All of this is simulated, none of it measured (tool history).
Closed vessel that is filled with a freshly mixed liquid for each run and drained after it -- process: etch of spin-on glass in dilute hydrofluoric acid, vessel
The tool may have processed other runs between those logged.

run,hour,temperature setpoint of the liquid (C),parts of water to one part of 49 % hydrofluoric acid (parts by volume),time in the liquid (s),thickness taken off the spin-on glass on a monitor wafer (nm)
1,0.0,24.0,175,490,84.808
2,4.2,24.0,175,525,90.242
3,8.5,26.5,175,525,99.815
4,11.3,24.5,175,525,92.790
5,15.7,25.0,170,525,97.129
6,25.0,27.5,170,525,106.600
7,27.5,31.5,100,525,230.640
8,32.9,31.0,100,525,228.520

Forecast run 9:
9,35.6,30.5,100,525,?

For run 9 the tool returned thickness taken off the spin-on glass on a monitor wafer (nm) 219.570.
